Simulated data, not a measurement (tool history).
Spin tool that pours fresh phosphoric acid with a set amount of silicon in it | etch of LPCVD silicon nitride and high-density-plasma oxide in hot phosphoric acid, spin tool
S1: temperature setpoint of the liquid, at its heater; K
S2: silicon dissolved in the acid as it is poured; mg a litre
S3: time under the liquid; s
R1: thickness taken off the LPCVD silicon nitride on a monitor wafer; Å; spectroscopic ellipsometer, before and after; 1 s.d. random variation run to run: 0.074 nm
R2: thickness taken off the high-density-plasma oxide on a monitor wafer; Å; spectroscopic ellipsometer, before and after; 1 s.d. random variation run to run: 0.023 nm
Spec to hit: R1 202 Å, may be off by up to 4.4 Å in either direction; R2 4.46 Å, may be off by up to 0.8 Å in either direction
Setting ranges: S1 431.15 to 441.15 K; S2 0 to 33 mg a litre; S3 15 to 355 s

run  hour      S1    S2   S3      R1      R2
  1     0  436.15  14.5  180  162.58  4.1834
  2   1.4  436.15  14.5  245  220.02  5.4062
  3   2.9  436.15  22.5  245  221.69  4.3253
  4   7.4  436.15    27  245  220.84  3.7842
  5  12.9  436.15  25.5  245  221.56  4.0288
  6  19.7  436.15    32  245  220.82  2.9299
  7  20.9  436.15    32  245  221.63  2.9132
  8  21.5  436.15  30.5  245  221.74  3.2461
  9  22.8  434.15  21.5  235  198.49  3.4801

Which single option among these 4 for the next run brings every result within its allowed miss of target? Just one does.
  A  24.1  434.15   17  255   ?   ?
  B  24.1  435.15  3.5  245   ?   ?
  C  24.1  436.15    2  235   ?   ?
  D  24.1  436.15   18  225   ?   ?

move      R1      R2
   A  216.74  4.3936
   B  215.38  6.1626
   C  213.63  6.5507
   D  204.54  4.3785
A: brings the last run's worst result on target, with another outside its allowed miss
B: moves the result that the last run missed by most past its target, out the other side
C: moves the result that the last run missed by most past its target, out the other side
D: all results in spec
So the answer is move D, the one that meets all the targets.
